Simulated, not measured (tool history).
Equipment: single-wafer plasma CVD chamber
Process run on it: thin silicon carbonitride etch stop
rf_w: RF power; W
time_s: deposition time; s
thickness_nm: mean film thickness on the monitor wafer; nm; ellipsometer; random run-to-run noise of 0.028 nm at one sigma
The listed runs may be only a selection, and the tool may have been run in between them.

{"run": 1, "hour": 0.0, "rf_w": 170, "time_s": 11.4, "thickness_nm": 6.2223}
{"run": 2, "hour": 6.8, "rf_w": 160, "time_s": 11.4, "thickness_nm": 6.0138}
{"run": 3, "hour": 15.0, "rf_w": 160, "time_s": 10.2, "thickness_nm": 5.3377}
{"run": 4, "hour": 20.5, "rf_w": 160, "time_s": 8.6, "thickness_nm": 4.543}
{"run": 5, "hour": 21.4, "rf_w": 140, "time_s": 8.6, "thickness_nm": 4.2657}
{"run": 6, "hour": 22.2, "rf_w": 150, "time_s": 8.9, "thickness_nm": 4.5641}
{"run": 7, "hour": 24.9, "rf_w": 155, "time_s": 9.1, "thickness_nm": 4.7525}
{"run": 8, "hour": 28.5, "rf_w": 160, "time_s": 9.3, "thickness_nm": 4.9071}
{"run": 9, "hour": 31.0, "rf_w": 165, "time_s": 9.5, "thickness_nm": 5.0408}
{"run": 10, "hour": 32.6, "rf_w": 170, "time_s": 9.7, "thickness_nm": 5.2985}
{"run": 11, "hour": 36.6, "rf_w": 175, "time_s": 9.8, "thickness_nm": 5.3571}
{"run": 12, "hour": 42.9, "rf_w": 175, "time_s": 9.8, "thickness_nm": 5.4009}
{"run": 13, "hour": 49.9, "rf_w": 180, "time_s": 9.9, "thickness_nm": 5.4992}
{"run": 14, "hour": 52.3, "rf_w": 185, "time_s": 10.0, "thickness_nm": 5.6467}
{"run": 15, "hour": 58.0, "rf_w": 190, "time_s": 10.1, "thickness_nm": 5.7824}
{"run": 16, "hour": 63.0, "rf_w": 195, "time_s": 10.2, "thickness_nm": 5.8872}
{"run": 17, "hour": 65.3, "rf_w": 200, "time_s": 10.3, "thickness_nm": 6.0477}
{"run": 18, "hour": 72.2, "rf_w": 200, "time_s": 10.4, "thickness_nm": 6.0811}

Run 19 has not been measured yet. What should we expect?
{"run": 19, "hour": 80.5, "rf_w": 200, "time_s": 10.5, "thickness_nm": "?"}

{"run 19": {"thickness_nm": 6.0961}}

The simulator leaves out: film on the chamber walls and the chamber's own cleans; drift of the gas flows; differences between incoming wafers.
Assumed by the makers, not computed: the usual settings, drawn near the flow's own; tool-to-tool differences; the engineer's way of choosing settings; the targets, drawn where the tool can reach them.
